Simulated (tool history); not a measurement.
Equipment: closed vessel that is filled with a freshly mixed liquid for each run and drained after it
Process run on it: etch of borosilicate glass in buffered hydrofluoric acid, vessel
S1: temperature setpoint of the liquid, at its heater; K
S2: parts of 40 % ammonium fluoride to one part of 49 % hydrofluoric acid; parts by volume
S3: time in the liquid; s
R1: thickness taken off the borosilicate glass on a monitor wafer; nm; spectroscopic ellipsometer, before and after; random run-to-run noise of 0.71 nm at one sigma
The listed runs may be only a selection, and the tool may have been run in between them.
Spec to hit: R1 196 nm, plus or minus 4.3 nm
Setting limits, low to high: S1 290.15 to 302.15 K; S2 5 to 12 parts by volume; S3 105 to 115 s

run,day,S1,S2,S3,R1
1,0,294.15,7,105,153.49
2,0.342,297.65,7,105,185.52
3,0.429,299.15,7,105,201.16
4,0.75,302.15,7,105,235.83
5,1.083,302.15,7,115,258.47
6,1.162,302.15,6,115,296.93
7,1.404,299.65,6,115,258.96
8,1.575,298.15,6,115,240.72
9,1.608,296.65,6,115,221.3

Consider the 4 candidate settings below. Which is the only one whose results all fall within their allowed miss of target?
A,1.642,297.15,5.5,115,?
B,1.642,297.15,7,115,?
C,1.642,298.65,7,115,?
D,1.642,296.15,6,110,?

move,R1
A,245.48
B,197.88
C,214.25
D,206.1
A: the biggest miss grows against the last run
B: every result lands within tolerance
C: moves toward the targets from the last run without getting all of them in spec
D: moves toward the targets from the last run without getting all of them in spec
The move that meets every target is B.
